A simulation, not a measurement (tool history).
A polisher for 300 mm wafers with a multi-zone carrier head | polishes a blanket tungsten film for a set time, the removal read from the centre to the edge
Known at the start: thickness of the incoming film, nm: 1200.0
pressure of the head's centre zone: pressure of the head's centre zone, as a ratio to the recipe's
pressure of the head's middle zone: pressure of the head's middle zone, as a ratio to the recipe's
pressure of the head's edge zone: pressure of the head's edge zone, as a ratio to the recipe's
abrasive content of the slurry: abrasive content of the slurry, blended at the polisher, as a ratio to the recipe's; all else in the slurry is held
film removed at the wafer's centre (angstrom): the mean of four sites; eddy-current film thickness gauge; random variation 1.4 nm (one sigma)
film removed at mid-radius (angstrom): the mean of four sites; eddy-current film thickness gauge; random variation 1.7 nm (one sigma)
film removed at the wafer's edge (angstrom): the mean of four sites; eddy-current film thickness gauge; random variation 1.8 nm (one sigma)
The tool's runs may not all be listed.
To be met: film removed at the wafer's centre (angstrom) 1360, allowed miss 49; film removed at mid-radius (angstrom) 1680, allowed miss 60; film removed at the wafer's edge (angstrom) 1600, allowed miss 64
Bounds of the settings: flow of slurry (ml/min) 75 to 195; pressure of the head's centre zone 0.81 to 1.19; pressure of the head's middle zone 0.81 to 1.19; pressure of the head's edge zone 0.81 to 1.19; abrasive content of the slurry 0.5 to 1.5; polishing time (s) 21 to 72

| run | day | flow of slurry (ml/min) | pressure of the head's centre zone | pressure of the head's middle zone | pressure of the head's edge zone | abrasive content of the slurry | polishing time (s) | film removed at the wafer's centre (angstrom) | film removed at mid-radius (angstrom) | film removed at the wafer's edge (angstrom) |
|---|---|---|---|---|---|---|---|---|---|---|
| 1 | 0 | 125 | 1 | 1 | 1 | 1 | 46 | 2258.3 | 2327.1 | 2392.2 |
| 2 | 0.117 | 135 | 1 | 1 | 1 | 1 | 46 | 2320.2 | 2338.5 | 2447.5 |
| 3 | 0.2 | 130 | 0.99 | 1 | 0.99 | 0.95 | 45 | 2184.2 | 2277.3 | 2355.9 |
| 4 | 0.242 | 130 | 0.99 | 1 | 0.99 | 0.95 | 53 | 2574.8 | 2659.4 | 2769.2 |
| 5 | 0.446 | 130 | 0.93 | 1 | 0.99 | 0.95 | 53 | 2410.2 | 2668.1 | 2714.1 |
| 6 | 0.608 | 130 | 0.93 | 1 | 0.99 | 0.95 | 49 | 2240 | 2454 | 2537.3 |
| 7 | 0.7 | 125 | 0.93 | 1 | 0.98 | 0.9 | 48 | 2163.8 | 2343.9 | 2411.2 |
| 8 | 1.067 | 120 | 0.92 | 1.01 | 0.97 | 0.85 | 47 | 2053.5 | 2294.4 | 2320.7 |
| 9 | 1.317 | 95 | 0.84 | 1 | 0.87 | 0.6 | 35 | 1206.7 | 1490.2 | 1473.4 |
|  | 1.596 | edge zone pressure recalibrated |
| 10 | 1.596 | 130 | 0.85 | 1.03 | 0.9 | 0.6 | 35 | 1339.4 | 1623.5 | 1489 |
| 11 | 1.721 | 130 | 0.85 | 1.03 | 0.91 | 0.6 | 35 | 1341.4 | 1611.9 | 1501.6 |
| 12 | 2.096 | 130 | 0.85 | 1.03 | 0.92 | 0.6 | 35 | 1348.9 | 1642 | 1495.5 |

Which of these 4 next moves meets every target?
| A | 2.471 | 145 | 0.84 | 1.07 | 0.95 | 0.6 | 34 | ? | ? | ? |
| B | 2.471 | 100 | 0.89 | 1.02 | 0.97 | 0.65 | 35 | ? | ? | ? |
| C | 2.471 | 155 | 0.87 | 0.99 | 0.86 | 0.7 | 33 | ? | ? | ? |
| D | 2.471 | 145 | 0.86 | 1.09 | 1.06 | 0.75 | 33 | ? | ? | ? |

| move | film removed at the wafer's centre (angstrom) | film removed at mid-radius (angstrom) | film removed at the wafer's edge (angstrom) |
|---|---|---|---|
| A | 1318.8 | 1657.9 | 1522.6 |
| B | 1327.8 | 1552.6 | 1516.3 |
| C | 1384.7 | 1610.3 | 1468.2 |
| D | 1368.8 | 1696.7 | 1626.8 |
A: nearer than the last run, and not there yet
B: further off than the last run
C: further off than the last run
D: meets every target
The right move is D.

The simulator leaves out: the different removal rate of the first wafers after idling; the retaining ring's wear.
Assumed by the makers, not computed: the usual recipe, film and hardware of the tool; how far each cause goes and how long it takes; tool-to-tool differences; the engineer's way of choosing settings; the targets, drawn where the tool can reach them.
